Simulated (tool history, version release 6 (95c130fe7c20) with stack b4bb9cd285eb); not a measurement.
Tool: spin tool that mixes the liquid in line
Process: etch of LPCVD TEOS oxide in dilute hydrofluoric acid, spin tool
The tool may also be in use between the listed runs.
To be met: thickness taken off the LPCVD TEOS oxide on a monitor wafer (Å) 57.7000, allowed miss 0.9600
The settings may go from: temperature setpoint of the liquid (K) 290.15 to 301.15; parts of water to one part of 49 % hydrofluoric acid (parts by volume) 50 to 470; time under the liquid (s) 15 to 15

run	hour	temperature setpoint of the liquid (K)	parts of water to one part of 49 % hydrofluoric acid (parts by volume)	time under the liquid (s)	thickness taken off the LPCVD TEOS oxide on a monitor wafer (Å)
1	0.0	293.15	260	15	12.3340
2	8.3	294.15	230	15	14.8430
3	11.5	294.15	325	15	9.7038
4	13.8	295.15	285	15	11.8740
5	19.1	291.65	285	15	10.4770
6	22.7	293.15	250	15	12.9960
7	31.2	294.15	220	15	15.6930
8	33.0	298.15	115	15	39.3560
9	38.2	298.65	110	15	42.6960
10	45.3	299.15	105	15	45.5340
11	52.1	299.65	105	15	46.4040
12	54.2	299.65	100	15	48.8940
13	56.7	300.65	95	15	53.8370

Which of these 5 next moves meets every target?
A	59.2	300.15	95	15	?
B	59.2	298.65	95	15	?
C	59.2	300.65	90	15	?
D	59.2	296.65	80	15	?
E	59.2	298.15	90	15	?

move	thickness taken off the LPCVD TEOS oxide on a monitor wafer (Å)
A	53.0000
B	49.9920
C	57.4220
D	55.8740
E	52.0720
A: further off than the last run
B: further off than the last run
C: meets every target
D: nearer than the last run, and not there yet
E: further off than the last run
Answer: C
